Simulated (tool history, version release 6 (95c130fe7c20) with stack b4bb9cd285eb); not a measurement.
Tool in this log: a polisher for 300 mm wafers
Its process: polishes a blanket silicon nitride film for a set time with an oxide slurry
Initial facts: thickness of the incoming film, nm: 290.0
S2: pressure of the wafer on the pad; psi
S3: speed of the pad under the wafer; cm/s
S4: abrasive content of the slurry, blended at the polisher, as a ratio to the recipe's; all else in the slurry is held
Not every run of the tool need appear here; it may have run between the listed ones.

run 1 day=0 | flow_of_slurry_(ml/min)=205 S2=2.8 S3=112 S4=1 polishing_time_(s)=18 | film_removed_(angstrom)=81.839
run 2 day=0.058 | flow_of_slurry_(ml/min)=205 S2=3.2 S3=112 S4=1 polishing_time_(s)=18 | film_removed_(angstrom)=91.9
run 3 day=0.333 | flow_of_slurry_(ml/min)=250 S2=3.2 S3=112 S4=1 polishing_time_(s)=18 | film_removed_(angstrom)=95.538
run 4 day=0.654 | flow_of_slurry_(ml/min)=250 S2=3.7 S3=112 S4=1 polishing_time_(s)=18 | film_removed_(angstrom)=106.76
run 5 day=0.825 | flow_of_slurry_(ml/min)=250 S2=3.1 S3=108 S4=1 polishing_time_(s)=18 | film_removed_(angstrom)=90.238
run 6 day=1.008 | flow_of_slurry_(ml/min)=250 S2=3.1 S3=128 S4=1 polishing_time_(s)=18 | film_removed_(angstrom)=98.379
run 7 day=1.308 | flow_of_slurry_(ml/min)=250 S2=2.6 S3=124 S4=1 polishing_time_(s)=18 | film_removed_(angstrom)=85.271
run 8 day=1.446 | flow_of_slurry_(ml/min)=250 S2=1.8 S3=108 S4=1 polishing_time_(s)=18 | film_removed_(angstrom)=62.035

Run 9, settings as shown, results not yet in. Your forecast:
run 9 day=1.688 | flow_of_slurry_(ml/min)=250 S2=1.7 S3=108 S4=1 polishing_time_(s)=18 | film_removed_(angstrom)=?

Logged for run 9: film removed (angstrom) 58.883.
